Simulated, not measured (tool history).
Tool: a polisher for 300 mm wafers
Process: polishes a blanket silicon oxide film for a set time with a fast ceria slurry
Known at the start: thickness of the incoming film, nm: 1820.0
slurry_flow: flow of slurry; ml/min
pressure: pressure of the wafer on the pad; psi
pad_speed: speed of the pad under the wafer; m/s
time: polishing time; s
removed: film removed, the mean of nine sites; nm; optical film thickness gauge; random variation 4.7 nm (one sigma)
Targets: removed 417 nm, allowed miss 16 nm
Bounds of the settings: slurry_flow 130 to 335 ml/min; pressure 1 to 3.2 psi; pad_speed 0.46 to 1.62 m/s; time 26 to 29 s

| run | day | slurry_flow | pressure | pad_speed | time | removed |
|---|---|---|---|---|---|---|
| 1 | 0 | 215 | 2.1 | 1.04 | 29 | 324.57 |
| 2 | 0.092 | 215 | 2.4 | 1.04 | 29 | 379.58 |
| 3 | 0.142 | 215 | 2.2 | 1.04 | 29 | 351.89 |
| 4 | 0.438 | 215 | 2.2 | 1.04 | 29 | 346.08 |
| 5 | 0.721 | 215 | 2.3 | 1.04 | 29 | 371.56 |
| 6 | 1.029 | 215 | 2.3 | 1.04 | 29 | 365.2 |
| 7 | 1.208 | 220 | 2.4 | 1.04 | 29 | 382.46 |
| 8 | 1.392 | 220 | 2.5 | 1.04 | 29 | 396.3 |

4 next moves are on the table. One of them brings every result within its allowed miss. Which?
| A | 1.575 | 175 | 2.2 | 1.28 | 29 | ? |
| B | 1.575 | 205 | 2.6 | 1.16 | 29 | ? |
| C | 1.575 | 210 | 2.5 | 0.98 | 29 | ? |
| D | 1.575 | 250 | 3.1 | 0.94 | 29 | ? |

| move | removed |
|---|---|
| A | 411.18 |
| B | 450.59 |
| C | 369.46 |
| D | 447.59 |
A: meets every target
B: takes the result that was furthest off past its target
C: further off than the last run
D: takes the result that was furthest off past its target
Answer: A
